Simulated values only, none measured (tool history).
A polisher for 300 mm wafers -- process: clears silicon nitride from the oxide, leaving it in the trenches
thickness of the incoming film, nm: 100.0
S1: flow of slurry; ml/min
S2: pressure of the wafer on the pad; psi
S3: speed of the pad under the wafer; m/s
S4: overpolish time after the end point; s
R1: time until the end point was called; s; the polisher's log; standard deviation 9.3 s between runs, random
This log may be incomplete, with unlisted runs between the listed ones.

| run | day | S1 | S2 | S3 | S4 | R1 |
|---|---|---|---|---|---|---|
| 1 | 0.000 | 200 | 2.3 | 0.78 | 6 | 204.69 |
| 2 | 0.275 | 200 | 1.8 | 0.78 | 6 | 251.49 |
| 3 | 0.604 | 200 | 1.7 | 0.72 | 6 | 298.06 |
| 4 | 0.667 | 200 | 1.6 | 0.70 | 6 | 321.63 |
| 5 | 0.971 | 200 | 1.6 | 0.70 | 6 | 318.19 |
| 6 | 1.096 | 200 | 1.5 | 0.68 | 6 | 346.96 |

Run 7 has not been measured yet. What should we expect?
| 7 | 1.129 | 200 | 1.4 | 0.66 | 6 | ? |

{"run 7": {"R1": 379.22}}

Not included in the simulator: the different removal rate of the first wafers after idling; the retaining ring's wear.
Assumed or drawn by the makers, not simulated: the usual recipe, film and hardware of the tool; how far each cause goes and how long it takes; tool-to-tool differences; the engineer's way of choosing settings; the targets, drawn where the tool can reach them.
